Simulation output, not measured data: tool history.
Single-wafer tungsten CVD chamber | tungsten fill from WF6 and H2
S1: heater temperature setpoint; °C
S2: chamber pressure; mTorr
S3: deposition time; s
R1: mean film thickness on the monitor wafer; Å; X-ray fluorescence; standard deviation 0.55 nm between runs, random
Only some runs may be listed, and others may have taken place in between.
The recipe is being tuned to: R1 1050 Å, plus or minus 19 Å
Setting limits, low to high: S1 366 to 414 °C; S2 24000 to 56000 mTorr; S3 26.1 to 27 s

Run 1, day 0: S1 390 °C, S2 40000 mTorr, S3 26.1 s. Result: R1 704.29 Å.
Run 2, day 0.362: S1 390 °C, S2 40000 mTorr, S3 27 s. Result: R1 720.34 Å.
Run 3, day 0.725: S1 399 °C, S2 40000 mTorr, S3 27 s. Result: R1 840.3 Å.
Run 4, day 0.808: S1 399 °C, S2 40000 mTorr, S3 27 s. Result: R1 846.1 Å.
Run 5, day 1.129: S1 403 °C, S2 40100 mTorr, S3 27 s. Result: R1 896.31 Å.
Run 6, day 1.275: S1 406 °C, S2 40200 mTorr, S3 27 s. Result: R1 946.09 Å.
Run 7, day 1.388: S1 408 °C, S2 40300 mTorr, S3 27 s. Result: R1 985.72 Å.
Run 8, day 1.496: S1 409 °C, S2 40300 mTorr, S3 27 s. Result: R1 995.9 Å.

Which one of the following 5 next-run settings gets every result inside its allowed miss? There is exactly one.
Run A, day 1.604: S1 405 °C, S2 40500 mTorr, S3 26.1 s. Result: R1 ?.
Run B, day 1.604: S1 403 °C, S2 45800 mTorr, S3 26.6 s. Result: R1 ?.
Run C, day 1.604: S1 413 °C, S2 40400 mTorr, S3 27 s. Result: R1 ?.
Run D, day 1.604: S1 412 °C, S2 37100 mTorr, S3 27 s. Result: R1 ?.
Run E, day 1.604: S1 414 °C, S2 38200 mTorr, S3 26.6 s. Result: R1 ?.

move      R1
   A  901.43
   B  961.57
   C  1053.1
   D  980.53
   E  1014.5
A: lands further from the targets than the last run did
B: lands further from the targets than the last run did
C: every result within its allowed miss
D: lands further from the targets than the last run did
E: nearer than the last run, and not there yet
C is the move that brings every result within its allowed miss.
